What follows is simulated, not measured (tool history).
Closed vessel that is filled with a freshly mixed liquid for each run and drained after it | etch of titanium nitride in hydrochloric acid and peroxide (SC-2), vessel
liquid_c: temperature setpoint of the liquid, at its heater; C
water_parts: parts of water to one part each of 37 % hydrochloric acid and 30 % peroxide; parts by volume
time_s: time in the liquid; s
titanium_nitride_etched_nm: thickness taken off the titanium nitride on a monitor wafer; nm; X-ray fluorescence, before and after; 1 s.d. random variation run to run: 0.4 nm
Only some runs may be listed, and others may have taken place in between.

Run 1, day 0.000: liquid_c 47.0 C, water_parts 6.0 parts by volume, time_s 1975 s. Result: titanium_nitride_etched_nm 77.022 nm.
Run 2, day 0.121: liquid_c 47.0 C, water_parts 7.5 parts by volume, time_s 1975 s. Result: titanium_nitride_etched_nm 63.940 nm.
Run 3, day 0.417: liquid_c 46.5 C, water_parts 7.5 parts by volume, time_s 1975 s. Result: titanium_nitride_etched_nm 61.926 nm.
Run 4, day 0.721: liquid_c 46.0 C, water_parts 7.5 parts by volume, time_s 1975 s. Result: titanium_nitride_etched_nm 60.819 nm.
Run 5, day 0.888: liquid_c 45.5 C, water_parts 7.5 parts by volume, time_s 1975 s. Result: titanium_nitride_etched_nm 57.970 nm.
Run 6, day 1.179: liquid_c 50.0 C, water_parts 7.5 parts by volume, time_s 1975 s. Result: titanium_nitride_etched_nm 80.154 nm.
Run 7, day 1.283: liquid_c 49.5 C, water_parts 7.5 parts by volume, time_s 1975 s. Result: titanium_nitride_etched_nm 76.493 nm.
Run 8, day 1.450: liquid_c 49.0 C, water_parts 7.5 parts by volume, time_s 1975 s. Result: titanium_nitride_etched_nm 74.623 nm.
Run 9, day 1.733: liquid_c 48.5 C, water_parts 7.5 parts by volume, time_s 1975 s. Result: titanium_nitride_etched_nm 72.336 nm.

The next listed run, before its measurement:
Run 10, day 2.054: liquid_c 48.0 C, water_parts 7.5 parts by volume, time_s 1975 s. Result: titanium_nitride_etched_nm ?.

{"run 10": {"titanium_nitride_etched_nm": 69.357}}
